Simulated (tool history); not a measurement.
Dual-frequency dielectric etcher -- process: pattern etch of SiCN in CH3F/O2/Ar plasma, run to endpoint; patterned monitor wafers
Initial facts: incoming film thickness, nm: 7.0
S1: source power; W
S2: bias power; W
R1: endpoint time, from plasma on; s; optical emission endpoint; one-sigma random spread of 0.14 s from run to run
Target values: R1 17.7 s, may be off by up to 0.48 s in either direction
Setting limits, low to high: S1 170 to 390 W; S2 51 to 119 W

Run 1, day 0: S1 280 W, S2 85 W. Result: R1 21.146 s.
Run 2, day 0.271: S1 280 W, S2 72 W. Result: R1 22.178 s.
Run 3, day 0.392: S1 310 W, S2 72 W. Result: R1 21.523 s.
Run 4, day 0.617: S1 320 W, S2 76 W. Result: R1 20.685 s.
Run 5, day 0.875: S1 320 W, S2 69 W. Result: R1 21.686 s.
Run 6, day 1.058: S1 320 W, S2 61 W. Result: R1 22.031 s.
Run 7, day 1.142: S1 330 W, S2 67 W. Result: R1 21.705 s.
Run 8, day 1.483: S1 340 W, S2 73 W. Result: R1 20.8 s.
Run 9, day 1.612: S1 350 W, S2 77 W. Result: R1 20.551 s.
Run 10, day 1.75: S1 360 W, S2 83 W. Result: R1 19.675 s.

Exactly one of the 4 candidate moves below puts every result within its allowed miss. Which one?
Run A, day 1.888: S1 390 W, S2 104 W. Result: R1 ?.
Run B, day 1.888: S1 330 W, S2 70 W. Result: R1 ?.
Run C, day 1.888: S1 380 W, S2 91 W. Result: R1 ?.
Run D, day 1.888: S1 230 W, S2 76 W. Result: R1 ?.

move      R1
   A  17.983
   B  21.341
   C  18.892
   D  23.429
A: every result within its allowed miss
B: further off than the last run
C: an improvement on the last run, though not all results are within tolerance
D: further off than the last run
A is the move that brings every result within its allowed miss.

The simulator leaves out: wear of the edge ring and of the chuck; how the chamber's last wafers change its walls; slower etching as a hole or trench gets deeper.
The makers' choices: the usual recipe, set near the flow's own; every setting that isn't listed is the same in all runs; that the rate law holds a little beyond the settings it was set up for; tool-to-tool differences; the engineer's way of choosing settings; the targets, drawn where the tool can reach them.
